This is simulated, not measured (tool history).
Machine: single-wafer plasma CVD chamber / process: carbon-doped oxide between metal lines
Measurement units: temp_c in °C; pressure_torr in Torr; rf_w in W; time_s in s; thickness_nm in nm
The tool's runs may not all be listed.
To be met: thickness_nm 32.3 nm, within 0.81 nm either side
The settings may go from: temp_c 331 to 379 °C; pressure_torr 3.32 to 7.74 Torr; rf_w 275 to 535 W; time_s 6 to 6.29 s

run,hour,temp_c,pressure_torr,rf_w,time_s,thickness_nm
1,0,355,5.53,405,6.29,26.685
2,7.2,355,5.53,405,6,25.472
3,8.2,355,6.51,405,6,25.933
4,14.9,355,6.54,415,6.02,26.751
5,16.8,355,6.54,415,6,26.677
6,20.2,355,6.6,425,6.01,27.37
# hour 25: capacitance manometer re-zeroed and calibrated
7,25,355,6.66,430,6.02,27.806
8,32.1,355,6.72,435,6.03,28.099
9,34.9,355,6.77,440,6.04,28.773
10,38.4,355,6.82,445,6.04,29.114
11,42.4,355,6.87,450,6.04,29.301
12,46.5,355,6.92,455,6.04,29.717

Which single option among these 5 for the next run brings every result within its allowed miss of target? Just one does.
A,50.6,351,7.74,480,6.29,?
B,50.6,352,7.3,425,6,?
C,50.6,363,6.04,425,6.29,?
D,50.6,351,6.55,430,6,?
E,50.6,357,6.23,460,6.01,?

move,thickness_nm
A,32.555
B,27.818
C,27.958
D,27.981
E,29.17
A: every result within its allowed miss
B: misses by more than the last run did
C: misses by more than the last run did
D: misses by more than the last run did
E: misses by more than the last run did
The move that meets every target is A.
